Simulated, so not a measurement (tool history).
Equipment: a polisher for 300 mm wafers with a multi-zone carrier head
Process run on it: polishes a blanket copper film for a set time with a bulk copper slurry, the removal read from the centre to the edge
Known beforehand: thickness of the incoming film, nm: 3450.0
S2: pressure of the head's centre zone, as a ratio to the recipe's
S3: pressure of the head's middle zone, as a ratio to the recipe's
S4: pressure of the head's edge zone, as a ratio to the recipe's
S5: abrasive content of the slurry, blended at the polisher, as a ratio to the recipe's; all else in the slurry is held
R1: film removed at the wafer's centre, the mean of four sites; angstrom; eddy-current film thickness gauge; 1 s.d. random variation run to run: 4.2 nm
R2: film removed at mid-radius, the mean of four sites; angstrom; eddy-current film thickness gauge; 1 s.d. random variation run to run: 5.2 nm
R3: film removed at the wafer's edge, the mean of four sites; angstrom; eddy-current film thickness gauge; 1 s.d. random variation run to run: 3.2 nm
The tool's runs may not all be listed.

{"run": 1, "hour": 0.0, "flow of slurry (ml/min)": 150, "S2": 1, "S3": 1, "S4": 1, "S5": 1, "polishing time (s)": 64, "R1": 5865.5, "R2": 5792.4, "R3": 6060}
{"run": 2, "hour": 5.9, "flow of slurry (ml/min)": 150, "S2": 0.92, "S3": 1, "S4": 1, "S5": 1, "polishing time (s)": 64, "R1": 5568.4, "R2": 5844.6, "R3": 6047.8}
{"run": 3, "hour": 8.7, "flow of slurry (ml/min)": 145, "S2": 0.92, "S3": 1.02, "S4": 0.96, "S5": 0.9, "polishing time (s)": 62, "R1": 5178.3, "R2": 5728.8, "R3": 5630.7}
{"run": 4, "hour": 11.4, "flow of slurry (ml/min)": 145, "S2": 0.94, "S3": 1.02, "S4": 0.93, "S5": 0.85, "polishing time (s)": 60, "R1": 5006.8, "R2": 5384.6, "R3": 5271.5}
{"run": 5, "hour": 13.6, "flow of slurry (ml/min)": 145, "S2": 0.94, "S3": 1.02, "S4": 0.87, "S5": 0.85, "polishing time (s)": 60, "R1": 5074.6, "R2": 5306.1, "R3": 5232.7}
{"run": 6, "hour": 20.1, "flow of slurry (ml/min)": 140, "S2": 0.95, "S3": 1.04, "S4": 0.86, "S5": 0.8, "polishing time (s)": 59, "R1": 4862, "R2": 5287.9, "R3": 5027.8}

Estimate the outcome of run 7 from the log above:
{"run": 7, "hour": 25.9, "flow of slurry (ml/min)": 140, "S2": 0.96, "S3": 1.05, "S4": 0.85, "S5": 0.75, "polishing time (s)": 58, "R1": "?", "R2": "?", "R3": "?"}

Run 7 came out at R1 4794.8 angstrom, R2 5115.9 angstrom, R3 4770.8 angstrom.
